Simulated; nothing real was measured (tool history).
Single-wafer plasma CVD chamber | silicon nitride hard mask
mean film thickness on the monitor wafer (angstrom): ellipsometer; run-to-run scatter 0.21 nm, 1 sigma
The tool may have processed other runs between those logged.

run,day,heater temperature setpoint (deg C),chamber pressure (mTorr),RF power (W),deposition time (s),mean film thickness on the monitor wafer (angstrom)
1,0,425,1190,385,28.1,344.82
2,0.304,425,1050,385,28.1,329.83
3,0.554,425,1190,395,28.1,348
4,0.804,425,1190,395,26.8,334.05
5,0.917,425,1290,410,26.9,351.63
6,1.067,425,1370,425,27,368.95
7,1.158,425,1370,425,27,366.55
8,1.35,425,1430,435,27.1,378.13
9,1.575,425,1480,445,27.1,385.97

Forecast run 10:
10,1.858,425,1520,450,27.1,?

{"run 10": {"mean film thickness on the monitor wafer (angstrom)": 396.54}}
